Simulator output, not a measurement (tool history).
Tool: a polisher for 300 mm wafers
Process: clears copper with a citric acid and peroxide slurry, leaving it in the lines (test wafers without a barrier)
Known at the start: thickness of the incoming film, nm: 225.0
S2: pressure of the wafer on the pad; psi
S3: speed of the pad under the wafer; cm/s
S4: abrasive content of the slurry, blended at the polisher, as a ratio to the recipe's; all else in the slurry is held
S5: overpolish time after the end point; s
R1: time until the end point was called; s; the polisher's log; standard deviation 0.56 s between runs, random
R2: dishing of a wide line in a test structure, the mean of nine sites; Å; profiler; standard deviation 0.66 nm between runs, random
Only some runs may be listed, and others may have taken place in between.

Run 1, hour 0.0: flow of slurry (ml/min) 210, S2 3.0 psi, S3 134 cm/s, S4 1.0, S5 20 s. Result: R1 92.355 s, R2 360.69 Å.
Run 2, hour 2.0: flow of slurry (ml/min) 210, S2 3.0 psi, S3 158 cm/s, S4 1.0, S5 20 s. Result: R1 79.911 s, R2 396.89 Å.
Run 3, hour 6.0: flow of slurry (ml/min) 210, S2 3.2 psi, S3 160 cm/s, S4 1.0, S5 17 s. Result: R1 72.795 s, R2 365.81 Å.
Run 4, hour 12.8: flow of slurry (ml/min) 210, S2 3.4 psi, S3 160 cm/s, S4 1.0, S5 15 s. Result: R1 68.967 s, R2 340.72 Å.
Run 5, hour 21.7: flow of slurry (ml/min) 210, S2 3.7 psi, S3 160 cm/s, S4 1.0, S5 15 s. Result: R1 63.821 s, R2 368.59 Å.
Run 6, hour 26.9: flow of slurry (ml/min) 210, S2 3.8 psi, S3 160 cm/s, S4 1.0, S5 14 s. Result: R1 61.703 s, R2 358.52 Å.
Run 7, hour 28.1: flow of slurry (ml/min) 215, S2 3.9 psi, S3 160 cm/s, S4 1.0, S5 13 s. Result: R1 59.762 s, R2 334.96 Å.
Run 8, hour 31.1: flow of slurry (ml/min) 220, S2 3.9 psi, S3 160 cm/s, S4 1.0, S5 13 s. Result: R1 59.888 s, R2 351.21 Å.
Run 9, hour 37.1: flow of slurry (ml/min) 220, S2 4.0 psi, S3 160 cm/s, S4 1.0, S5 12 s. Result: R1 58.512 s, R2 338.17 Å.
Run 10, hour 38.9: flow of slurry (ml/min) 220, S2 4.0 psi, S3 160 cm/s, S4 1.0, S5 12 s. Result: R1 58.443 s, R2 333.22 Å.
Run 11, hour 41.8: flow of slurry (ml/min) 220, S2 4.0 psi, S3 160 cm/s, S4 1.0, S5 12 s. Result: R1 59.055 s, R2 352.87 Å.

Run 12, settings as shown, results not yet in. Your forecast:
Run 12, hour 43.5: flow of slurry (ml/min) 220, S2 4.0 psi, S3 160 cm/s, S4 1.0, S5 12 s. Result: R1 ?, R2 ?.

R1: 58.374 s
R2: 336.24 Å

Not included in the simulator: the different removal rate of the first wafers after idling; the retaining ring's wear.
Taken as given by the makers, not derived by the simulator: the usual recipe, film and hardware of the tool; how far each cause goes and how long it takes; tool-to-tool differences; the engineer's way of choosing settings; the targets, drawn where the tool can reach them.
